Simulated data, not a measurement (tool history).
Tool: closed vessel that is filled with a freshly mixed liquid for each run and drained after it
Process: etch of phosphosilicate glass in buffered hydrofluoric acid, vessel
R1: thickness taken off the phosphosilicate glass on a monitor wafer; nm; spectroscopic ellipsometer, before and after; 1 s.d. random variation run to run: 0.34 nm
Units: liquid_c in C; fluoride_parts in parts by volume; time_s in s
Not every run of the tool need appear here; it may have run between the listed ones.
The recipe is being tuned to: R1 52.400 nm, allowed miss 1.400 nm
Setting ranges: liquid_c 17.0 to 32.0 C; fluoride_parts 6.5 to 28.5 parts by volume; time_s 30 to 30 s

Run 1, hour 0.0: liquid_c 24.0 C, fluoride_parts 17.5 parts by volume, time_s 30 s. Result: R1 75.575 nm.
Run 2, hour 3.4: liquid_c 24.0 C, fluoride_parts 14.5 parts by volume, time_s 30 s. Result: R1 91.573 nm.
Run 3, hour 10.3: liquid_c 24.0 C, fluoride_parts 14.5 parts by volume, time_s 30 s. Result: R1 92.682 nm.
Run 4, hour 18.2: liquid_c 22.0 C, fluoride_parts 15.5 parts by volume, time_s 30 s. Result: R1 76.002 nm.
Run 5, hour 21.3: liquid_c 20.5 C, fluoride_parts 16.0 parts by volume, time_s 30 s. Result: R1 68.133 nm.
Run 6, hour 27.4: liquid_c 19.5 C, fluoride_parts 16.5 parts by volume, time_s 30 s. Result: R1 63.048 nm.
Run 7, hour 36.5: liquid_c 18.5 C, fluoride_parts 17.0 parts by volume, time_s 30 s. Result: R1 57.429 nm.
Run 8, hour 42.0: liquid_c 18.0 C, fluoride_parts 17.0 parts by volume, time_s 30 s. Result: R1 55.988 nm.
Run 9, hour 44.2: liquid_c 17.5 C, fluoride_parts 17.0 parts by volume, time_s 30 s. Result: R1 54.596 nm.

Pick the move, out of 4, that brings all results within their allowed miss; only one does.
Run A, hour 46.4: liquid_c 21.0 C, fluoride_parts 20.0 parts by volume, time_s 30 s. Result: R1 ?.
Run B, hour 46.4: liquid_c 17.0 C, fluoride_parts 15.5 parts by volume, time_s 30 s. Result: R1 ?.
Run C, hour 46.4: liquid_c 19.0 C, fluoride_parts 19.5 parts by volume, time_s 30 s. Result: R1 ?.
Run D, hour 46.4: liquid_c 17.0 C, fluoride_parts 18.0 parts by volume, time_s 30 s. Result: R1 ?.

move      R1
   A  56.664
   B  58.134
   C  51.928
   D  50.160
A: misses by more than the last run did
B: misses by more than the last run did
C: all results in spec
D: moves the result that the last run missed by most past its target, out the other side
So the answer is move C, the one that meets all the targets.
